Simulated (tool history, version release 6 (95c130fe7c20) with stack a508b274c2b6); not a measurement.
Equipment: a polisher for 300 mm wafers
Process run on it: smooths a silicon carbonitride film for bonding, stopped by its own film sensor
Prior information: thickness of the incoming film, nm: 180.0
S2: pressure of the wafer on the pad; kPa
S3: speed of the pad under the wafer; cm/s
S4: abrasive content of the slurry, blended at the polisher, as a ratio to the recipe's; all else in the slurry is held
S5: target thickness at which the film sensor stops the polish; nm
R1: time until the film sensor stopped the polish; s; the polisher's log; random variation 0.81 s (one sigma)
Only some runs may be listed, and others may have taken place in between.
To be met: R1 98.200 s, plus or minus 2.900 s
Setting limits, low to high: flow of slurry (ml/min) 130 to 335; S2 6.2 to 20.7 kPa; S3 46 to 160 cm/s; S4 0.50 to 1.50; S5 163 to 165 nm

{"run": 1, "day": 0.0, "flow of slurry (ml/min)": 215, "S2": 13.1, "S3": 102, "S4": 1.0, "S5": 163, "R1": 76.455}
{"run": 2, "day": 0.238, "flow of slurry (ml/min)": 215, "S2": 12.4, "S3": 102, "S4": 1.0, "S5": 163, "R1": 80.382}
{"run": 3, "day": 0.317, "flow of slurry (ml/min)": 215, "S2": 11.7, "S3": 102, "S4": 1.0, "S5": 163, "R1": 84.369}
{"run": 4, "day": 0.538, "flow of slurry (ml/min)": 215, "S2": 11.7, "S3": 102, "S4": 1.0, "S5": 165, "R1": 74.168}
{"run": 5, "day": 0.833, "flow of slurry (ml/min)": 215, "S2": 11.7, "S3": 102, "S4": 1.0, "S5": 165, "R1": 72.683}
{"run": 6, "day": 1.183, "flow of slurry (ml/min)": 180, "S2": 11.7, "S3": 102, "S4": 1.0, "S5": 165, "R1": 76.028}
{"run": 7, "day": 1.246, "flow of slurry (ml/min)": 180, "S2": 11.0, "S3": 102, "S4": 1.0, "S5": 165, "R1": 80.122}
{"run": 8, "day": 1.479, "flow of slurry (ml/min)": 180, "S2": 10.3, "S3": 102, "S4": 1.0, "S5": 165, "R1": 82.949}
{"day": 1.579, "done": "slurry nozzle cleaned"}
{"run": 9, "day": 1.579, "flow of slurry (ml/min)": 180, "S2": 9.7, "S3": 102, "S4": 1.0, "S5": 165, "R1": 86.288}
{"run": 10, "day": 1.683, "flow of slurry (ml/min)": 180, "S2": 9.0, "S3": 102, "S4": 1.0, "S5": 165, "R1": 90.737}

Of the 4 settings listed for the next run, only one would bring every result within its allowed miss of target. Which one?
{"run": "A", "day": 1.788, "flow of slurry (ml/min)": 185, "S2": 9.0, "S3": 118, "S4": 0.95, "S5": 165, "R1": "?"}
{"run": "B", "day": 1.788, "flow of slurry (ml/min)": 175, "S2": 6.9, "S3": 124, "S4": 1.2, "S5": 165, "R1": "?"}
{"run": "C", "day": 1.788, "flow of slurry (ml/min)": 155, "S2": 8.3, "S3": 104, "S4": 1.1, "S5": 164, "R1": "?"}
{"run": "D", "day": 1.788, "flow of slurry (ml/min)": 180, "S2": 9.0, "S3": 114, "S4": 1.15, "S5": 165, "R1": "?"}

move=A R1=83.443
move=B R1=88.538
move=C R1=98.870
move=D R1=77.847
A: misses by more than the last run did
B: misses by more than the last run did
C: hits every target within its allowed miss
D: misses by more than the last run did
So the answer is move C, the one that meets all the targets.

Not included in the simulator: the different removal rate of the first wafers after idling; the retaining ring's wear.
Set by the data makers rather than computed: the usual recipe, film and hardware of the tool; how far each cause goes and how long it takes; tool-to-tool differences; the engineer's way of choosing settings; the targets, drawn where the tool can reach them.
